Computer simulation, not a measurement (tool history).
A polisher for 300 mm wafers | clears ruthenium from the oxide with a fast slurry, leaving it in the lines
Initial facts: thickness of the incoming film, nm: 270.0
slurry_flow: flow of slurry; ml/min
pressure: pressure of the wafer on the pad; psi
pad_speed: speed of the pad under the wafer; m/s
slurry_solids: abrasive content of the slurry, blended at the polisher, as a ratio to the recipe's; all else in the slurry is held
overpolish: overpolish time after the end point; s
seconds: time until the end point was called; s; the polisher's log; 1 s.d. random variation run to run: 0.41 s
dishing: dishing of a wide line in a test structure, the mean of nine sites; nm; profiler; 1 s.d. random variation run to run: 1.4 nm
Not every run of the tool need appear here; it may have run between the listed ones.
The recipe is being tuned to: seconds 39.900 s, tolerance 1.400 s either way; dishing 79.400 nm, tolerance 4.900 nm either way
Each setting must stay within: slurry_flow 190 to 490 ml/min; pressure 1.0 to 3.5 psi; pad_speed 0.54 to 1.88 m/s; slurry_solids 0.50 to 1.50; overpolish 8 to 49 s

Run 1, hour 0.0: slurry_flow 315 ml/min, pressure 2.2 psi, pad_speed 1.20 m/s, slurry_solids 1.00, overpolish 25 s. Result: seconds 53.424 s, dishing 87.145 nm.
Run 2, hour 7.8: slurry_flow 315 ml/min, pressure 2.3 psi, pad_speed 1.20 m/s, slurry_solids 1.00, overpolish 23 s. Result: seconds 51.051 s, dishing 84.907 nm.
Run 3, hour 9.1: slurry_flow 315 ml/min, pressure 2.3 psi, pad_speed 0.96 m/s, slurry_solids 1.00, overpolish 23 s. Result: seconds 64.068 s, dishing 69.006 nm.
Run 4, hour 12.1: slurry_flow 315 ml/min, pressure 2.3 psi, pad_speed 0.96 m/s, slurry_solids 1.00, overpolish 31 s. Result: seconds 63.862 s, dishing 86.743 nm.
Run 5, hour 17.0: slurry_flow 375 ml/min, pressure 2.3 psi, pad_speed 0.96 m/s, slurry_solids 1.00, overpolish 31 s. Result: seconds 61.051 s, dishing 91.251 nm.
Run 6, hour 20.3: slurry_flow 385 ml/min, pressure 2.4 psi, pad_speed 0.96 m/s, slurry_solids 1.00, overpolish 29 s. Result: seconds 60.549 s, dishing 85.355 nm.
Run 7, hour 26.9: slurry_flow 385 ml/min, pressure 2.6 psi, pad_speed 0.96 m/s, slurry_solids 1.00, overpolish 27 s. Result: seconds 55.415 s, dishing 89.161 nm.
Run 8, hour 31.1: slurry_flow 385 ml/min, pressure 2.7 psi, pad_speed 0.96 m/s, slurry_solids 1.00, overpolish 25 s. Result: seconds 53.742 s, dishing 86.098 nm.
Run 9, hour 34.3: slurry_flow 385 ml/min, pressure 2.8 psi, pad_speed 0.96 m/s, slurry_solids 1.00, overpolish 23 s. Result: seconds 51.254 s, dishing 84.135 nm.
Run 10, hour 39.8: slurry_flow 385 ml/min, pressure 2.9 psi, pad_speed 0.96 m/s, slurry_solids 1.00, overpolish 22 s. Result: seconds 50.771 s, dishing 78.756 nm.
At hour 44.7: slurry nozzle cleaned.
Run 11, hour 44.7: slurry_flow 385 ml/min, pressure 3.0 psi, pad_speed 0.96 m/s, slurry_solids 1.00, overpolish 21 s. Result: seconds 47.677 s, dishing 81.746 nm.
Run 12, hour 49.5: slurry_flow 385 ml/min, pressure 3.1 psi, pad_speed 0.96 m/s, slurry_solids 1.00, overpolish 20 s. Result: seconds 44.709 s, dishing 85.571 nm.
Run 13, hour 50.0: slurry_flow 385 ml/min, pressure 3.3 psi, pad_speed 0.98 m/s, slurry_solids 1.00, overpolish 13 s. Result: seconds 41.549 s, dishing 62.437 nm.
Run 14, hour 51.6: slurry_flow 385 ml/min, pressure 3.3 psi, pad_speed 0.98 m/s, slurry_solids 1.00, overpolish 14 s. Result: seconds 42.112 s, dishing 63.900 nm.
Run 15, hour 54.2: slurry_flow 385 ml/min, pressure 3.3 psi, pad_speed 0.98 m/s, slurry_solids 1.00, overpolish 15 s. Result: seconds 41.834 s, dishing 69.592 nm.

Exercise: of the 5 proposed moves below, exactly one satisfies all targets within the stated allowed misses. Which move is it?
Run A, hour 56.8: slurry_flow 455 ml/min, pressure 3.5 psi, pad_speed 0.70 m/s, slurry_solids 1.45, overpolish 15 s. Result: seconds ?, dishing ?.
Run B, hour 56.8: slurry_flow 445 ml/min, pressure 2.5 psi, pad_speed 1.10 m/s, slurry_solids 1.15, overpolish 15 s. Result: seconds ?, dishing ?.
Run C, hour 56.8: slurry_flow 355 ml/min, pressure 2.3 psi, pad_speed 1.22 m/s, slurry_solids 1.35, overpolish 15 s. Result: seconds ?, dishing ?.
Run D, hour 56.8: slurry_flow 370 ml/min, pressure 2.9 psi, pad_speed 1.14 m/s, slurry_solids 0.95, overpolish 21 s. Result: seconds ?, dishing ?.
Run E, hour 56.8: slurry_flow 445 ml/min, pressure 3.5 psi, pad_speed 0.94 m/s, slurry_solids 1.05, overpolish 17 s. Result: seconds ?, dishing ?.

move  seconds  dishing
   A   46.423   64.112
   B   45.629   65.045
   C   42.539   68.949
   D   42.060   90.883
   E   39.914   80.334
A: its largest miss is bigger than the last run's
B: its largest miss is bigger than the last run's
C: its largest miss is bigger than the last run's
D: the result that was furthest off in the last run now lies on the other side of its target
E: every result within its allowed miss
Answer: E

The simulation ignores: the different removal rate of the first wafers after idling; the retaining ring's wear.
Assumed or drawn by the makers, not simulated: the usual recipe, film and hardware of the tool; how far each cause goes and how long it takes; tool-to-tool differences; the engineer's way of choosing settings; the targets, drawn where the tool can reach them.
